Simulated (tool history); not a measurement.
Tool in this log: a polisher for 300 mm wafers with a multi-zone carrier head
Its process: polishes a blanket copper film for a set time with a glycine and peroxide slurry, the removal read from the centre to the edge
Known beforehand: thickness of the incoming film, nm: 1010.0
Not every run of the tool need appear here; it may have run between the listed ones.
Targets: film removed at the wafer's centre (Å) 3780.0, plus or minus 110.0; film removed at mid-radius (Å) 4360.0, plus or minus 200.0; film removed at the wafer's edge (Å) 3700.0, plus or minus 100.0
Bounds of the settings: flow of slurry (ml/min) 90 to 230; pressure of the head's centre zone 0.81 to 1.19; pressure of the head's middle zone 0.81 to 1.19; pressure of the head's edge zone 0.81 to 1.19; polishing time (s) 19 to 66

run,hour,flow of slurry (ml/min),pressure of the head's centre zone,pressure of the head's middle zone,pressure of the head's edge zone,polishing time (s),film removed at the wafer's centre (Å),film removed at mid-radius (Å),film removed at the wafer's edge (Å)
1,0.0,150,1.00,1.00,1.00,42,2783.5,2892.1,2827.1
2,5.5,150,1.00,1.06,1.00,42,2798.4,2978.0,2847.1
3,11.6,160,1.00,1.08,0.99,44,2966.8,3208.6,2998.5
4,17.1,190,1.00,1.08,0.99,44,3099.0,3270.3,3026.3
5,24.0,190,1.00,1.01,0.99,44,3113.4,3104.7,3043.8
6,30.1,185,1.00,1.04,0.98,46,3218.5,3306.6,3150.3
7,32.6,185,1.00,1.07,0.98,47,3279.3,3539.0,3239.9
8,39.1,185,1.00,1.09,0.99,48,3331.3,3616.4,3306.0
9,46.4,185,1.00,1.11,0.99,49,3363.8,3737.0,3379.1
10,52.9,190,1.00,1.12,0.99,50,3513.5,3827.4,3440.9
11,56.9,190,1.00,1.13,0.99,51,3587.3,4020.5,3499.9

Consider the 5 candidate settings below. Which is the only one whose results all fall within their allowed miss of target?
A,60.9,195,1.04,1.12,1.02,49,?,?,?
B,60.9,210,0.93,1.19,0.89,52,?,?,?
C,60.9,185,1.02,1.14,1.01,56,?,?,?
D,60.9,195,0.93,1.16,0.93,55,?,?,?
E,60.9,195,1.02,1.19,1.01,53,?,?,?

move,film removed at the wafer's centre (Å),film removed at mid-radius (Å),film removed at the wafer's edge (Å)
A,3550.1,3735.4,3438.0
B,3456.9,4226.5,3446.5
C,3950.9,4298.4,3884.9
D,3610.7,4324.2,3690.7
E,3776.0,4257.6,3697.4
A: further off than the last run
B: further off than the last run
C: takes the result that was furthest off past its target
D: the furthest-off result lands on target, but another misses its tolerance
E: hits every target within its allowed miss
The move that meets every target is E.

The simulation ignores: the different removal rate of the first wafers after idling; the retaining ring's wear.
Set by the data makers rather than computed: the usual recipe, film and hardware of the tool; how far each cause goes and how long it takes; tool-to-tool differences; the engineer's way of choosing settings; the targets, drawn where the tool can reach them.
